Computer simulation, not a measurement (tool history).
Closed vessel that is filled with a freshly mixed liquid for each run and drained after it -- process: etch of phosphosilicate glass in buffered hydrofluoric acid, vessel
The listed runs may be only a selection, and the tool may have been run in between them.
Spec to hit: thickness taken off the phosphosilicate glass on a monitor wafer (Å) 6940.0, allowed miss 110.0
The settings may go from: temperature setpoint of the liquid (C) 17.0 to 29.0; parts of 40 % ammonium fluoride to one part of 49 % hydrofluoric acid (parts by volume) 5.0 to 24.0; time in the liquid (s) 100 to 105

| run | hour | temperature setpoint of the liquid (C) | parts of 40 % ammonium fluoride to one part of 49 % hydrofluoric acid (parts by volume) | time in the liquid (s) | thickness taken off the phosphosilicate glass on a monitor wafer (Å) |
|---|---|---|---|---|---|
| 1 | 0.0 | 21.0 | 14.5 | 100 | 5839.9 |
| 2 | 2.3 | 21.0 | 14.5 | 100 | 5884.6 |
| 3 | 6.7 | 21.0 | 14.5 | 105 | 6172.1 |
| 4 | 11.5 | 21.5 | 14.5 | 105 | 6396.9 |
| 5 | 13.8 | 21.5 | 14.5 | 105 | 6388.4 |
| 6 | 17.2 | 21.5 | 14.5 | 105 | 6349.1 |
| 7 | 25.2 | 22.0 | 14.5 | 105 | 6548.4 |
| 8 | 31.7 | 22.5 | 14.5 | 105 | 6748.1 |

4 next moves are on the table. One of them brings every result within its allowed miss. Which?
| A | 38.2 | 21.5 | 13.0 | 100 | ? |
| B | 38.2 | 20.0 | 12.0 | 100 | ? |
| C | 38.2 | 22.0 | 13.0 | 100 | ? |
| D | 38.2 | 24.5 | 15.5 | 100 | ? |

| move | thickness taken off the phosphosilicate glass on a monitor wafer (Å) |
|---|---|
| A | 6750.8 |
| B | 6714.5 |
| C | 6940.3 |
| D | 6700.1 |
A: just as far off the targets as the last run
B: misses by more than the last run did
C: in spec on every target
D: misses by more than the last run did
C is the move that brings every result within its allowed miss.

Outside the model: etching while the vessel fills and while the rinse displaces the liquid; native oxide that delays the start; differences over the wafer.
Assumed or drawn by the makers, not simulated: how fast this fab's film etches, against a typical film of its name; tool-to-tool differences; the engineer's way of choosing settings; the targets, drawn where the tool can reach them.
